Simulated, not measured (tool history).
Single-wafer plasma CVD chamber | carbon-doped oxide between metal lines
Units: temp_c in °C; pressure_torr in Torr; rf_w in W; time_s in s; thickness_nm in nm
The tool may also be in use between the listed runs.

| run | day | temp_c | pressure_torr | rf_w | time_s | thickness_nm |
|---|---|---|---|---|---|---|
| 1 | 0.000 | 330 | 4.55 | 590 | 20.2 | 116.93 |
| 2 | 0.279 | 330 | 4.15 | 590 | 20.2 | 114.67 |
| 3 | 0.567 | 330 | 4.75 | 590 | 20.2 | 117.45 |
| 4 | 0.733 | 321 | 4.75 | 590 | 20.2 | 122.50 |
| 5 | 0.933 | 321 | 4.75 | 590 | 20.2 | 121.99 |
| 6 | 1.096 | 321 | 4.75 | 590 | 19.1 | 115.45 |

Predict the results of run 7:
| 7 | 1.179 | 319 | 5.03 | 600 | 19.1 | ? |

{"run 7": {"thickness_nm": 120.54}}

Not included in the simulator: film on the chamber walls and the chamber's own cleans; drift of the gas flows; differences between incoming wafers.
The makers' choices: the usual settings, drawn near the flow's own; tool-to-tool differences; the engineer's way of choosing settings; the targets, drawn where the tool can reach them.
